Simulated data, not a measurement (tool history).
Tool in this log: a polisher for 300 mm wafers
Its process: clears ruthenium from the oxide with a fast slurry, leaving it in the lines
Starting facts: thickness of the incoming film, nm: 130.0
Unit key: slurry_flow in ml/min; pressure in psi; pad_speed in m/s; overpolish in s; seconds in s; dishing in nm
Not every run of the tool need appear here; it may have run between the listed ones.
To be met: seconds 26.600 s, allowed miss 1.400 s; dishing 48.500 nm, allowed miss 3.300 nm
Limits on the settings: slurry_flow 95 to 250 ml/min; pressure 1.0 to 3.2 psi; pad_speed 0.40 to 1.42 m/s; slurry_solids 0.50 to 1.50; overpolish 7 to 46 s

run,hour,slurry_flow,pressure,pad_speed,slurry_solids,overpolish,seconds,dishing
1,0.0,160,2.1,0.90,1.00,24,40.460,56.327
2,5.0,160,2.4,0.90,1.00,19,34.298,52.468
3,10.5,160,2.6,0.90,1.00,17,32.621,51.323
4,15.0,160,2.8,0.90,1.00,15,29.366,50.855
# hour 22.7: head pressure recalibrated
5,22.7,160,2.3,0.90,1.00,15,40.019,40.646
6,27.6,165,2.5,0.90,1.00,14,37.478,39.948
7,33.3,150,2.7,0.90,1.00,13,34.821,38.293
8,38.9,165,2.8,0.90,1.00,12,32.757,40.376
9,43.4,190,3.2,0.92,1.00,12,28.253,43.010

Exercise: of the 5 proposed moves below, exactly one satisfies all targets within the stated allowed misses. Which move is it?
A,47.9,190,3.0,0.94,0.95,11,?,?
B,47.9,210,3.2,0.88,0.95,15,?,?
C,47.9,200,3.1,1.06,1.10,10,?,?
D,47.9,185,3.0,0.96,1.25,13,?,?
E,47.9,185,2.4,1.02,1.10,18,?,?

move,seconds,dishing
A,29.463,40.066
B,28.912,51.572
C,23.919,43.810
D,25.965,50.240
E,32.158,54.477
A: lands further from the targets than the last run did
B: meets the target for the result that was furthest off, but another lies outside its allowed miss
C: lands further from the targets than the last run did
D: meets every target
E: the result that was furthest off in the last run now lies on the other side of its target
Correct choice: D, which meets every target

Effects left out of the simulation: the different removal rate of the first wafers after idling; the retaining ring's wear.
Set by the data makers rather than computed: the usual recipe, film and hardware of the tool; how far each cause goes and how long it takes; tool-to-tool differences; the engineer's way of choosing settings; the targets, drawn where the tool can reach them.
